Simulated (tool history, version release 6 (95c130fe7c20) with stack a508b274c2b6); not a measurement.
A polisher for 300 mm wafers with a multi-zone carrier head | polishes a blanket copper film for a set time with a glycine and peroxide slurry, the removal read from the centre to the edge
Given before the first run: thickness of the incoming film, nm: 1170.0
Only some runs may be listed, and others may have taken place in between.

run,day,flow of slurry (ml/min),pressure of the head's centre zone,pressure of the head's middle zone,pressure of the head's edge zone,polishing time (s),film removed at the wafer's centre (angstrom),film removed at mid-radius (angstrom),film removed at the wafer's edge (angstrom)
1,0.000,210,1.00,1.00,1.00,55,3207.4,3223.3,3317.9
2,0.350,215,1.01,1.00,1.03,56,3300.2,3219.8,3488.4
3,0.538,240,1.01,1.00,1.03,56,3433.3,3291.5,3460.7
4,0.662,245,1.01,1.00,1.05,57,3427.0,3449.5,3570.5
5,0.929,245,1.02,0.99,1.07,57,3523.3,3448.9,3676.8
6,1.188,245,1.02,1.02,1.07,57,3504.2,3465.0,3656.5
7,1.425,250,1.03,1.01,1.09,57,3546.7,3473.2,3605.3
8,1.671,250,1.03,0.99,1.10,58,3559.2,3438.9,3710.6

What does the tool deliver on the next run?
9,1.983,255,1.03,0.98,1.11,59,?,?,?

film removed at the wafer's centre (angstrom): 3608.2
film removed at mid-radius (angstrom): 3526.5
film removed at the wafer's edge (angstrom): 3758.5
